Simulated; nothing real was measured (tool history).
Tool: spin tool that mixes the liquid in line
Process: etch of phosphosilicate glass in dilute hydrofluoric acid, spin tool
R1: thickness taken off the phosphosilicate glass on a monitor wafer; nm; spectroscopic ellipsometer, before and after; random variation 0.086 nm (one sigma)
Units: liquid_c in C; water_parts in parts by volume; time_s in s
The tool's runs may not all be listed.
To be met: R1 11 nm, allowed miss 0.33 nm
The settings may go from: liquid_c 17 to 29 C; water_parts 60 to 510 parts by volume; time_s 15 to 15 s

{"run": 1, "hour": 0.0, "liquid_c": 21, "water_parts": 285, "time_s": 15, "R1": 3.5441}
{"run": 2, "hour": 8.4, "liquid_c": 22.5, "water_parts": 250, "time_s": 15, "R1": 4.395}
{"run": 3, "hour": 11.6, "liquid_c": 23.5, "water_parts": 220, "time_s": 15, "R1": 5.4117}
{"run": 4, "hour": 12.5, "liquid_c": 24.5, "water_parts": 200, "time_s": 15, "R1": 6.2648}
{"run": 5, "hour": 20.8, "liquid_c": 25.5, "water_parts": 185, "time_s": 15, "R1": 7.21}
{"run": 6, "hour": 28.1, "liquid_c": 27, "water_parts": 185, "time_s": 15, "R1": 7.596}
{"run": 7, "hour": 32.6, "liquid_c": 29, "water_parts": 105, "time_s": 15, "R1": 15.684}
{"run": 8, "hour": 34.6, "liquid_c": 28, "water_parts": 105, "time_s": 15, "R1": 14.884}
{"run": 9, "hour": 42.4, "liquid_c": 24, "water_parts": 110, "time_s": 15, "R1": 12.307}
{"run": 10, "hour": 45.8, "liquid_c": 23.5, "water_parts": 110, "time_s": 15, "R1": 12.269}
{"run": 11, "hour": 49.4, "liquid_c": 23, "water_parts": 110, "time_s": 15, "R1": 11.928}
{"run": 12, "hour": 52.2, "liquid_c": 22.5, "water_parts": 110, "time_s": 15, "R1": 11.698}
{"run": 13, "hour": 58.0, "liquid_c": 22, "water_parts": 110, "time_s": 15, "R1": 11.568}

Which of these 5 next moves meets every target?
{"run": "A", "hour": 63.8, "liquid_c": 22.5, "water_parts": 105, "time_s": 15, "R1": "?"}
{"run": "B", "hour": 63.8, "liquid_c": 22.5, "water_parts": 115, "time_s": 15, "R1": "?"}
{"run": "C", "hour": 63.8, "liquid_c": 22, "water_parts": 105, "time_s": 15, "R1": "?"}
{"run": "D", "hour": 63.8, "liquid_c": 21, "water_parts": 105, "time_s": 15, "R1": "?"}
{"run": "E", "hour": 63.8, "liquid_c": 19.5, "water_parts": 90, "time_s": 15, "R1": "?"}

move=A R1=12.324
move=B R1=11.122
move=C R1=12.079
move=D R1=11.601
move=E R1=12.944
A: further off than the last run
B: meets every target
C: further off than the last run
D: further off than the last run
E: further off than the last run
Move B is the one to make.
